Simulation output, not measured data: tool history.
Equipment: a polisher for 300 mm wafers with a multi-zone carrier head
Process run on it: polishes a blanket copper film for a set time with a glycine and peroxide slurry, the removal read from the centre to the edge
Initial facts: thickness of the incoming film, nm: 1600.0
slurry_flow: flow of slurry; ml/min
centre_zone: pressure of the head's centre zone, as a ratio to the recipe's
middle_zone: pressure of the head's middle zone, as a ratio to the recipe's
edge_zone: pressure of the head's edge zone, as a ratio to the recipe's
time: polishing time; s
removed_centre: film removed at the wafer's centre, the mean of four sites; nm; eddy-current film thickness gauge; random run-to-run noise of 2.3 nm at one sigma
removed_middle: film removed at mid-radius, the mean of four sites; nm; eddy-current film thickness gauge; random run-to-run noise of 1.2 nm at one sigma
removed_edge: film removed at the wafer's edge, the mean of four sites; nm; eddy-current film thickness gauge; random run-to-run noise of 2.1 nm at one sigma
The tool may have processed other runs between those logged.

run 1 hour=0.0 | slurry_flow=245 centre_zone=1.00 middle_zone=1.00 edge_zone=1.00 time=64 | removed_centre=298.79 removed_middle=267.29 removed_edge=264.95
run 2 hour=3.0 | slurry_flow=235 centre_zone=0.98 middle_zone=0.95 edge_zone=0.99 time=56 | removed_centre=259.83 removed_middle=221.20 removed_edge=228.78
run 3 hour=7.9 | slurry_flow=235 centre_zone=0.98 middle_zone=0.95 edge_zone=0.99 time=64 | removed_centre=293.42 removed_middle=248.96 removed_edge=266.54
run 4 hour=15.8 | slurry_flow=235 centre_zone=0.98 middle_zone=0.95 edge_zone=0.99 time=52 | removed_centre=234.72 removed_middle=204.91 removed_edge=216.38
run 5 hour=24.5 | slurry_flow=235 centre_zone=0.98 middle_zone=0.95 edge_zone=1.03 time=52 | removed_centre=236.95 removed_middle=202.90 removed_edge=217.80
run 6 hour=27.5 | slurry_flow=235 centre_zone=1.04 middle_zone=0.95 edge_zone=1.03 time=52 | removed_centre=252.77 removed_middle=202.84 removed_edge=220.13
-- hour=35.0 centre zone pressure recalibrated
run 7 hour=35.0 | slurry_flow=230 centre_zone=1.00 middle_zone=0.92 edge_zone=1.01 time=49 | removed_centre=207.85 removed_middle=185.85 removed_edge=207.17
run 8 hour=37.1 | slurry_flow=245 centre_zone=1.05 middle_zone=0.91 edge_zone=1.01 time=45 | removed_centre=199.80 removed_middle=171.03 removed_edge=187.34

Estimate the outcome of run 9 from the log above:
run 9 hour=45.7 | slurry_flow=240 centre_zone=1.07 middle_zone=0.89 edge_zone=1.00 time=45 | removed_centre=? removed_middle=? removed_edge=?

Run 9 yielded removed_centre 204.02 nm, removed_middle 167.54 nm, removed_edge 187.69 nm.
